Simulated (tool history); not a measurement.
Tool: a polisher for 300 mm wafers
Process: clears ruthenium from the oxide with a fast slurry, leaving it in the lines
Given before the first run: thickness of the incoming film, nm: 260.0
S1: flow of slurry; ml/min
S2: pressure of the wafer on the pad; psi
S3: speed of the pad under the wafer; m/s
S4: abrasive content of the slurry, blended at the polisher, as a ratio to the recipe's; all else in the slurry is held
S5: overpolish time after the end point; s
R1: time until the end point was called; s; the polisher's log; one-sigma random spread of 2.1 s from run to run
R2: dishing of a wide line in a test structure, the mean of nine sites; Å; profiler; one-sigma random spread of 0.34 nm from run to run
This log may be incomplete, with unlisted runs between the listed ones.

run	day	S1	S2	S3	S4	S5	R1	R2
1	0	150	3	1.08	1	14	45.438	536.77
2	0.225	145	2.7	0.96	1	15	54.089	477.86
3	0.283	145	2.7	0.8	1	15	64.104	416.27
4	0.417	145	3.1	0.8	1	15	60.585	446.79
5	0.758	145	3.4	0.8	1	15	57.459	456.82
6	1.071	145	3.4	0.8	0.8	15	63.391	420.73

What will run 7 give?
7	1.396	140	3	0.74	0.8	16	?	?

R1: 75.481 s
R2: 382.16 Å
